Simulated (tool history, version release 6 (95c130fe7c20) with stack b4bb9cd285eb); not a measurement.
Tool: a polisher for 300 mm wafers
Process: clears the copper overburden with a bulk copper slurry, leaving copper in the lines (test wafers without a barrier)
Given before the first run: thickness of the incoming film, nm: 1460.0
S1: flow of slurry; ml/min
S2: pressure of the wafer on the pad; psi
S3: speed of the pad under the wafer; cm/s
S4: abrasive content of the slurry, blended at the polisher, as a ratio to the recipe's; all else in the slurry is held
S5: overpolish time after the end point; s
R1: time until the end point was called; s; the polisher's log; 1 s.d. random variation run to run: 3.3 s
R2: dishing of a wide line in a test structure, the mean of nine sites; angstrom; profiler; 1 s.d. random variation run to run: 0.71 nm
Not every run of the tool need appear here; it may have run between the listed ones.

run 1 hour=0.0 | S1=310 S2=2.8 S3=126 S4=1.0 S5=19 | R1=117.26 R2=1053.10
run 2 hour=6.8 | S1=310 S2=2.8 S3=126 S4=1.0 S5=12 | R1=118.60 R2=807.28
run 3 hour=10.4 | S1=370 S2=2.8 S3=126 S4=1.0 S5=12 | R1=116.10 R2=783.88
run 4 hour=16.6 | S1=370 S2=2.8 S3=126 S4=1.0 S5=6 | R1=117.49 R2=463.68
run 5 hour=18.5 | S1=370 S2=2.4 S3=126 S4=1.0 S5=6 | R1=131.23 R2=419.69
run 6 hour=27.1 | S1=355 S2=2.1 S3=112 S4=1.0 S5=8 | R1=168.70 R2=421.71
run 7 hour=31.3 | S1=345 S2=1.9 S3=106 S4=1.0 S5=9 | R1=193.65 R2=419.77
run 8 hour=32.7 | S1=335 S2=1.7 S3=104 S4=1.0 S5=9 | R1=221.21 R2=382.81

Run 9 has not been measured yet. What should we expect?
run 9 hour=36.0 | S1=320 S2=1.6 S3=104 S4=1.0 S5=9 | R1=? R2=?

{"run 9": {"R1": 225.39, "R2": 367.15}}

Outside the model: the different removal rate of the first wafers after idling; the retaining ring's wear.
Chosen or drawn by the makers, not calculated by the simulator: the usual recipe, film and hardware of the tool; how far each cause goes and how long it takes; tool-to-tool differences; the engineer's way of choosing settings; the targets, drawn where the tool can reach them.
